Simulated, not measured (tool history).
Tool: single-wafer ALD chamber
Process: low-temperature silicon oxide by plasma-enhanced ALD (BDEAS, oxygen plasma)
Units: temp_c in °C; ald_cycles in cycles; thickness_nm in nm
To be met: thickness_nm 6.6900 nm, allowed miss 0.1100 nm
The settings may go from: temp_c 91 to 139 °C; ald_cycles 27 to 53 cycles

run  hour  temp_c  ald_cycles  thickness_nm
  1   0.0     115          40        5.4903
  2   9.0     114          41        5.6095
  3  11.5     114          35        4.8069
  4  12.9     113          37        5.0819
  5  16.4     113          39        5.4082
  6  17.8     110          40        5.5363
  7  22.5     108          46        6.3729
  8  28.6     107          47        6.5372

Which of these 5 next moves meets every target?
  A  34.7     100          47             ?
  B  34.7     101          46             ?
  C  34.7     102          45             ?
  D  34.7     111          46             ?
  E  34.7     105          46             ?

move  thickness_nm
   A        6.6522
   B        6.4840
   C        6.3191
   D        6.3399
   E        6.4196
A: meets every target
B: further off than the last run
C: further off than the last run
D: further off than the last run
E: further off than the last run
Move A is the one to make.
